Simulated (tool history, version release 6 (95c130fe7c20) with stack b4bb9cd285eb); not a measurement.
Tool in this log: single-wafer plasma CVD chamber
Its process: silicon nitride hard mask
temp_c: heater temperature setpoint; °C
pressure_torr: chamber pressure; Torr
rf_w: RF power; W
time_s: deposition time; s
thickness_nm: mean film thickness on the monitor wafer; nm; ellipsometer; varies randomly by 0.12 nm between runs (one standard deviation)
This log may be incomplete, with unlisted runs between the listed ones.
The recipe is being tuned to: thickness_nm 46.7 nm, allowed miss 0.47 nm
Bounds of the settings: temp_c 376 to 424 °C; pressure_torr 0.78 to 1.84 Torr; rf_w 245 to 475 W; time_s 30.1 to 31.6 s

{"run": 1, "hour": 0.0, "temp_c": 400, "pressure_torr": 1.31, "rf_w": 360, "time_s": 31.6, "thickness_nm": 41.666}
{"run": 2, "hour": 7.0, "temp_c": 400, "pressure_torr": 1.43, "rf_w": 360, "time_s": 31.6, "thickness_nm": 42.756}
{"run": 3, "hour": 13.2, "temp_c": 400, "pressure_torr": 1.64, "rf_w": 360, "time_s": 31.6, "thickness_nm": 44.254}
{"run": 4, "hour": 16.4, "temp_c": 409, "pressure_torr": 1.64, "rf_w": 360, "time_s": 31.6, "thickness_nm": 44.004}
{"run": 5, "hour": 17.9, "temp_c": 409, "pressure_torr": 1.69, "rf_w": 365, "time_s": 31.6, "thickness_nm": 44.886}
{"run": 6, "hour": 21.5, "temp_c": 409, "pressure_torr": 1.73, "rf_w": 365, "time_s": 31.6, "thickness_nm": 45.36}
{"run": 7, "hour": 24.6, "temp_c": 409, "pressure_torr": 1.76, "rf_w": 365, "time_s": 31.6, "thickness_nm": 45.32}
{"run": 8, "hour": 31.3, "temp_c": 409, "pressure_torr": 1.78, "rf_w": 365, "time_s": 31.6, "thickness_nm": 45.413}
{"run": 9, "hour": 31.9, "temp_c": 409, "pressure_torr": 1.78, "rf_w": 365, "time_s": 31.6, "thickness_nm": 45.552}
{"run": 10, "hour": 32.8, "temp_c": 409, "pressure_torr": 1.8, "rf_w": 365, "time_s": 31.6, "thickness_nm": 45.678}
{"run": 11, "hour": 40.8, "temp_c": 409, "pressure_torr": 1.8, "rf_w": 365, "time_s": 31.6, "thickness_nm": 45.633}
{"run": 12, "hour": 44.1, "temp_c": 409, "pressure_torr": 1.81, "rf_w": 365, "time_s": 31.6, "thickness_nm": 45.621}
{"run": 13, "hour": 51.4, "temp_c": 409, "pressure_torr": 1.82, "rf_w": 370, "time_s": 31.6, "thickness_nm": 46.247}

4 candidate next runs follow, results not yet known. Just one meets every target within its allowed miss. Identify it.
{"run": "A", "hour": 58.7, "temp_c": 408, "pressure_torr": 1.83, "rf_w": 370, "time_s": 31.1, "thickness_nm": "?"}
{"run": "B", "hour": 58.7, "temp_c": 394, "pressure_torr": 1.82, "rf_w": 390, "time_s": 30.5, "thickness_nm": "?"}
{"run": "C", "hour": 58.7, "temp_c": 412, "pressure_torr": 1.84, "rf_w": 365, "time_s": 31.3, "thickness_nm": "?"}
{"run": "D", "hour": 58.7, "temp_c": 414, "pressure_torr": 1.78, "rf_w": 380, "time_s": 30.9, "thickness_nm": "?"}

move=A thickness_nm=45.73
move=B thickness_nm=46.857
move=C thickness_nm=45.529
move=D thickness_nm=45.942
A: further off than the last run
B: all results land within tolerance of their targets
C: further off than the last run
D: further off than the last run
Go with B: it meets all targets.
